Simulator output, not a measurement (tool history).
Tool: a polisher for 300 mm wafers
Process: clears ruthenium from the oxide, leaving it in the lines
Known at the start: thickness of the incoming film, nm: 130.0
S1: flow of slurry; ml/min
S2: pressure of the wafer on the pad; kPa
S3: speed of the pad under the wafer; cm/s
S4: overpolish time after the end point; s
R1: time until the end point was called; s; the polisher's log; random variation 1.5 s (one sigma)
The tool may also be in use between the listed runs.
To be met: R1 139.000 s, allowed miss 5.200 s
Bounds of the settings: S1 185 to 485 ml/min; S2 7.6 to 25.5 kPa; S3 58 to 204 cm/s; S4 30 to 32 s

run	hour	S1	S2	S3	S4	R1
1	0.0	310	16.5	130	30	76.006
2	2.9	310	13.8	126	30	93.618
3	11.5	310	11.7	126	30	105.090
4	18.9	310	10.3	124	30	118.730
5	25.9	240	10.3	124	30	121.590
6	30.8	240	9.7	124	30	130.970
7	36.9	230	9.7	124	30	131.350
8	45.1	225	9.7	124	30	129.300

5 next moves are on the table. One of them brings every result within its allowed miss. Which?
A	53.3	220	11.7	104	32	?
B	53.3	200	10.3	120	32	?
C	53.3	245	8.3	128	32	?
D	53.3	225	9.7	126	30	?
E	53.3	240	9.7	128	30	?

move	R1
A	131.750
B	128.730
C	139.990
D	127.530
E	124.560
A: nearer than the last run, and not there yet
B: further off than the last run
C: meets every target
D: further off than the last run
E: further off than the last run
Move C is the one to make.
